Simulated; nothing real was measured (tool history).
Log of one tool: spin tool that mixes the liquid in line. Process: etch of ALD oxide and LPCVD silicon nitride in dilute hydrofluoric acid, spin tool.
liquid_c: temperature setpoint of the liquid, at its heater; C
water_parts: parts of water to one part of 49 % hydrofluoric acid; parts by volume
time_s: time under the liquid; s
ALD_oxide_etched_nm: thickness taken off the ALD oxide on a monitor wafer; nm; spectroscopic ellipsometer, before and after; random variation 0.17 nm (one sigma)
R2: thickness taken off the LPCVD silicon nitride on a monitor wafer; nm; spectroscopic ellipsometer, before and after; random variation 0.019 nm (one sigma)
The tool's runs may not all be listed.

run 1 day=0 | liquid_c=22 water_parts=45 time_s=175 | ALD_oxide_etched_nm=37.937 R2=1.6316
run 2 day=0.142 | liquid_c=22 water_parts=50 time_s=175 | ALD_oxide_etched_nm=33.651 R2=1.4641
run 3 day=0.167 | liquid_c=22 water_parts=35 time_s=175 | ALD_oxide_etched_nm=48.394 R2=2.076
run 4 day=0.454 | liquid_c=22 water_parts=35 time_s=145 | ALD_oxide_etched_nm=40.103 R2=1.6611
run 5 day=0.504 | liquid_c=22 water_parts=20 time_s=145 | ALD_oxide_etched_nm=71.966 R2=2.9746
run 6 day=0.754 | liquid_c=22 water_parts=20 time_s=175 | ALD_oxide_etched_nm=87.366 R2=3.6568
run 7 day=1.033 | liquid_c=20 water_parts=35 time_s=180 | ALD_oxide_etched_nm=45.571 R2=1.9067
run 8 day=1.075 | liquid_c=19 water_parts=40 time_s=180 | ALD_oxide_etched_nm=38.326 R2=1.5299

The next listed run, before its measurement:
run 9 day=1.146 | liquid_c=19.5 water_parts=45 time_s=185 | ALD_oxide_etched_nm=? R2=?

Run 9 gave ALD_oxide_etched_nm 35.414 nm, R2 1.4895 nm.
